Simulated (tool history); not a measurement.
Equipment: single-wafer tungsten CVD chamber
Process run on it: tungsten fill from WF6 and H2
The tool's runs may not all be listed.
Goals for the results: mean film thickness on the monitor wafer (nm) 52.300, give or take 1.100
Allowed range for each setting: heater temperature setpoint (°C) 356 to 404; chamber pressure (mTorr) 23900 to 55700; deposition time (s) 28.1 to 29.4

run  hour  heater temperature setpoint (°C)  chamber pressure (mTorr)  deposition time (s)  mean film thickness on the monitor wafer (nm)
  1   0.0                               380                     39800                 29.4                                         66.111
  2   5.4                               390                     39800                 29.4                                         82.908
  3  10.1                               390                     39800                 28.1                                         79.132
  4  19.1                               387                     39700                 28.1                                         74.338
  5  19.8                               387                     39700                 29.4                                         77.186
  6  26.6                               387                     39700                 29.4                                         77.620
  7  33.8                               384                     39600                 29.4                                         72.327
  8  39.6                               382                     39500                 29.4                                         69.183

Exactly one of the 5 candidate moves below puts every result within its allowed miss. Which one?
  A  45.4                               374                     37200                 28.4                                              ?
  B  45.4                               374                     36100                 28.1                                              ?
  C  45.4                               371                     36600                 28.6                                              ?
  D  45.4                               373                     39500                 29.4                                              ?
  E  45.4                               377                     35400                 28.1                                              ?

move  mean film thickness on the monitor wafer (nm)
   A                                         54.221
   B                                         53.007
   C                                         50.496
   D                                         56.155
   E                                         56.460
A: nearer the targets than the last run, but a result is still out of spec
B: in spec on every target
C: pushes the last run's worst result past its target
D: nearer the targets than the last run, but a result is still out of spec
E: nearer the targets than the last run, but a result is still out of spec
Answer: B

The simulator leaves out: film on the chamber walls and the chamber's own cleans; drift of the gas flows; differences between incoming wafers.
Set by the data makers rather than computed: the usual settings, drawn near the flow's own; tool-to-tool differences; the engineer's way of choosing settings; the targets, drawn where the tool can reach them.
